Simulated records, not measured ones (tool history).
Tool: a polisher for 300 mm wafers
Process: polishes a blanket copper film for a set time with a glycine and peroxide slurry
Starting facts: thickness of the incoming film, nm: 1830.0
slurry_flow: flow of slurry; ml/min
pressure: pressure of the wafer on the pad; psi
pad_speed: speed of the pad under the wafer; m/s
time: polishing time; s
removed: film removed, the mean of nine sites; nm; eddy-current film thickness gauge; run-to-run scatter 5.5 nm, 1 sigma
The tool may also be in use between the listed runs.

| run | day | slurry_flow | pressure | pad_speed | time | removed |
|---|---|---|---|---|---|---|
| 1 | 0.000 | 250 | 3.1 | 0.98 | 123 | 762.29 |
| 2 | 0.067 | 250 | 3.7 | 0.98 | 123 | 870.41 |
| 3 | 0.300 | 250 | 3.6 | 0.98 | 123 | 848.45 |
| 4 | 0.604 | 250 | 3.2 | 0.98 | 123 | 765.88 |
| 5 | 0.771 | 250 | 3.2 | 1.18 | 123 | 846.69 |
| 6 | 0.838 | 250 | 3.1 | 1.18 | 123 | 828.51 |
| 7 | 1.204 | 250 | 3.0 | 1.18 | 123 | 812.22 |
| 8 | 1.504 | 240 | 2.1 | 1.16 | 123 | 579.76 |
| 9 | 1.867 | 245 | 2.1 | 1.16 | 123 | 601.50 |

The next listed run, before its measurement:
| 10 | 2.038 | 250 | 2.1 | 1.16 | 123 | ? |

removed: 595.99 nm

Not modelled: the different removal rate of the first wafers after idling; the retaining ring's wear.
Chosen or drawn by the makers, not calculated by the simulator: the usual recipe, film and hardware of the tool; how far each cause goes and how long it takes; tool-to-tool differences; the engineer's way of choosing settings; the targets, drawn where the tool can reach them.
